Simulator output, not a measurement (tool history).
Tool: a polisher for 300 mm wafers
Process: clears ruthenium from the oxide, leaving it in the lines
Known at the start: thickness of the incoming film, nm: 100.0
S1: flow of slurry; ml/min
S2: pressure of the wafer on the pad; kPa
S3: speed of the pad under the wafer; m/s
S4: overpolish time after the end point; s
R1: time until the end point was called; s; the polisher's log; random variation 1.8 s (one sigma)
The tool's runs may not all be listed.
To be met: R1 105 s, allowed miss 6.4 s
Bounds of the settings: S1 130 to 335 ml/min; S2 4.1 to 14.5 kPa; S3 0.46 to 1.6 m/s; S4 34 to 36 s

run  hour   S1    S2    S3  S4      R1
  1     0  215     9  1.02  34  149.52
  2   0.7  215   9.7  1.02  34  141.32
  3   7.9  215  10.3  1.02  34   132.8
  4   8.7  215  11.7  1.04  34  115.49
  5  12.6  215  11.7  0.84  34  143.89
  6  13.5  215  11.7  0.84  34  137.48
  7  15.4  215  13.1  0.86  34  127.18
  8    22  215  13.1  0.88  34  125.65
  9  28.3  215  13.1   0.9  34  119.22
 10  30.8  215  13.8  0.92  34  115.31

Which of these 5 next moves meets every target?
  A  33.3  220  13.8   0.8  36   ?
  B  33.3  220  13.8  0.88  34   ?
  C  33.3  215  14.5  0.96  36   ?
  D  33.3  230  11.7  0.94  36   ?
  E  33.3  185  14.5   0.8  34   ?

move      R1
   A  127.08
   B  115.93
   C  102.17
   D  125.49
   E  124.07
A: further off than the last run
B: further off than the last run
C: meets every target
D: further off than the last run
E: further off than the last run
Answer: C
